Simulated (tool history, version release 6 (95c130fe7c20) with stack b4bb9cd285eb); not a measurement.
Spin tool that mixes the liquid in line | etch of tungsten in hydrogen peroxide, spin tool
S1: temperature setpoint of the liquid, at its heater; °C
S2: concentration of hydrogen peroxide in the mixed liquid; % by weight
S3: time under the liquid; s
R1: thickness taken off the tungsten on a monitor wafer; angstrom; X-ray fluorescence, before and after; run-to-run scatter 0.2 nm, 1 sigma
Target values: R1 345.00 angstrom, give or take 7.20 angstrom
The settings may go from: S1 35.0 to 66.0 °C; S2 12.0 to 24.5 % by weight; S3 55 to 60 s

run	hour	S1	S2	S3	R1
1	0.0	51.0	16.5	55	533.95
2	2.1	51.0	20.0	55	585.22
3	4.5	48.5	20.0	55	503.64
4	9.3	48.5	20.0	60	543.71
5	15.3	48.5	22.5	60	585.66
6	22.1	55.5	22.5	60	884.44
7	28.3	55.5	22.5	60	885.50
8	31.0	51.0	22.5	60	678.58
9	33.5	48.0	22.5	60	568.80
10	34.3	45.5	22.5	60	486.51
11	39.1	44.0	22.5	60	435.71
12	47.0	39.5	22.5	60	331.93

Next run, 5 choices. One meets every target within its allowed miss, the rest don't. Which?
A	54.9	41.0	22.5	60	?
B	54.9	40.5	24.0	60	?
C	54.9	40.0	21.0	60	?
D	54.9	41.0	20.5	60	?
E	54.9	39.5	22.0	60	?

move	R1
A	358.50
B	358.45
C	324.58
D	342.19
E	321.57
A: carries the result that was furthest off beyond its target, to the other side
B: carries the result that was furthest off beyond its target, to the other side
C: the biggest miss grows against the last run
D: all results land within tolerance of their targets
E: the biggest miss grows against the last run
Answer: D
